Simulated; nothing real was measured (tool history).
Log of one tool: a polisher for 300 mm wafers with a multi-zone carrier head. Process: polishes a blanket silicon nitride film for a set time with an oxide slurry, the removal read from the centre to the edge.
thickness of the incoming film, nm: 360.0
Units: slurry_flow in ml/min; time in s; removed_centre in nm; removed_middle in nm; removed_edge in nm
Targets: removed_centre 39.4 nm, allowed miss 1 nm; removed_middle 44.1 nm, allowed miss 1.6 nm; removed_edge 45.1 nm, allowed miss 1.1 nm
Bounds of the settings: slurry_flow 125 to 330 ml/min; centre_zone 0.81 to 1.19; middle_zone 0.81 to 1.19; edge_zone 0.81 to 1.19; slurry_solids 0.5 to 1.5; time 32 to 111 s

run,hour,slurry_flow,centre_zone,middle_zone,edge_zone,slurry_solids,time,removed_centre,removed_middle,removed_edge
1,0,210,1,1,1,1,71,30.129,30.829,30.755
2,3.5,210,1,1,1,1,82,34.76,35.318,35.618
3,9.9,210,1,1,1,1.1,82,35.714,36.573,37.316
4,18.3,230,1,1.03,1.05,1.15,82,37.86,39.255,39.097
5,26.1,240,0.97,1.03,1.09,1.2,82,37.139,40.054,41.132
# hour 29.1: slurry nozzle cleaned
6,29.1,255,0.97,1.04,1.12,1.2,82,39.697,42.818,43.531
7,31.6,255,0.96,1.04,1.13,1.2,82,39.603,42.605,43.795
8,35.7,260,0.95,1.05,1.14,1.2,82,39.013,43.932,43.901

Which of these 5 next moves meets every target?
A,39.8,160,0.85,0.99,1.12,1,99,?,?,?
B,39.8,300,0.96,1.09,1.18,1.15,80,?,?,?
C,39.8,220,0.91,1.08,1.07,1.15,86,?,?,?
D,39.8,200,0.93,1.04,1.12,1.15,88,?,?,?
E,39.8,330,0.99,1.19,1.11,1.1,80,?,?,?

move,removed_centre,removed_middle,removed_edge
A,37.119,42.843,46.019
B,38.854,43.181,43.027
C,38.345,44.538,42.889
D,39.444,43.593,44.52
E,39.601,46.065,41.131
A: brings the result that was furthest off to its target, and leaves another outside
B: further off than the last run
C: further off than the last run
D: meets every target
E: further off than the last run
The right move is D.
